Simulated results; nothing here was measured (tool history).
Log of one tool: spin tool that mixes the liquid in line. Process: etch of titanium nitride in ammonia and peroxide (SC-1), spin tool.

run    day  temperature setpoint of the liquid (K)  parts of water to one part of 30 % peroxide (parts by volume)  parts of 29 % ammonia solution to one part of 30 % peroxide (parts by volume)  time under the liquid (s)  thickness taken off the titanium nitride on a monitor wafer (angstrom)
  1      0                                  333.15                                                           15.5                                                                            0.6                        275                                                                  243.32
  2  0.158                                  333.15                                                           12.5                                                                            0.6                        275                                                                  273.14
  3  0.454                                  333.15                                                           12.5                                                                            0.8                        275                                                                  285.32
  4  0.483                                  333.15                                                           12.5                                                                            0.8                        295                                                                   308.3
  5  0.546                                  331.15                                                           12.5                                                                            0.8                        295                                                                  270.67
  6  0.788                                  331.15                                                           15.5                                                                            0.8                        295                                                                  242.27
  7  1.129                                  330.15                                                           15.5                                                                            0.8                        295                                                                  227.92
  8  1.462                                  329.65                                                           15.5                                                                            0.8                        295                                                                  219.47

Run 9 comes next. What will it give?
  9  1.562                                  329.15                                                           15.5                                                                            0.8                        295                                                                       ?

thickness taken off the titanium nitride on a monitor wafer (angstrom): 211.83
